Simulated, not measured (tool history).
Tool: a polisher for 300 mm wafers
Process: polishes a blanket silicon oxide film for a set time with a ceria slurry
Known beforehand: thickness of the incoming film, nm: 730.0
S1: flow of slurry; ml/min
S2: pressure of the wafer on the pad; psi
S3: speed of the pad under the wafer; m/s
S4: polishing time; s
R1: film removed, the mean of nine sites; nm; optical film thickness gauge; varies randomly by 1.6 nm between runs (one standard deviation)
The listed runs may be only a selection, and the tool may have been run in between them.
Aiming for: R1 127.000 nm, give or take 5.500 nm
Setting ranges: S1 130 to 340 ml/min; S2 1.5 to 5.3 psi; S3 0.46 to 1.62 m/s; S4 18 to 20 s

run  hour   S1   S2    S3  S4       R1
  1   0.0  220  3.4  1.04  20   81.999
  2   0.6  220  3.7  1.04  20   88.517
  3   5.3  220  4.0  1.04  20   95.585
  4   6.4  220  4.7  1.04  20  106.620
  5   6.9  265  4.7  1.04  20  108.730
  6  12.8  265  5.1  1.04  20  115.320
  7  13.8  265  5.1  1.06  20  116.840
  8  21.5  265  5.1  1.08  20  121.050
  9  25.3  265  5.2  1.08  20  119.570

4 next moves are on the table. One of them brings every result within its allowed miss. Which?
  A  29.1  275  5.3  0.94  20   ?
  B  29.1  285  5.1  1.16  20   ?
  C  29.1  265  5.1  1.06  19   ?
  D  29.1  225  5.0  1.08  19   ?

move       R1
   A  106.680
   B  127.100
   C  110.060
   D  109.020
A: further off than the last run
B: meets every target
C: further off than the last run
D: further off than the last run
The move that meets every target is B.
